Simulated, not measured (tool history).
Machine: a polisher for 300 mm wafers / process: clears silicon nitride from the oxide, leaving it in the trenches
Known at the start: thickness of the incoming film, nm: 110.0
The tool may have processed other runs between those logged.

| run | hour | flow of slurry (ml/min) | pressure of the wafer on the pad (kPa) | speed of the pad under the wafer (m/s) | overpolish time after the end point (s) | time until the end point was called (s) |
|---|---|---|---|---|---|---|
| 1 | 0.0 | 270 | 16.5 | 0.86 | 23 | 201.58 |
| 2 | 4.6 | 270 | 16.5 | 0.70 | 23 | 246.28 |
| 3 | 12.4 | 270 | 15.9 | 0.70 | 23 | 260.84 |
| 4 | 20.9 | 270 | 15.2 | 0.70 | 23 | 267.91 |
| 5 | 29.0 | 270 | 15.2 | 0.90 | 23 | 204.01 |
| 6 | 34.6 | 270 | 14.5 | 0.88 | 23 | 217.51 |
| 7 | 42.6 | 270 | 13.8 | 0.86 | 23 | 230.79 |

Expected results for the next run?
| 8 | 49.7 | 270 | 13.1 | 0.84 | 23 | ? |

{"run 8": {"time until the end point was called (s)": 242.21}}
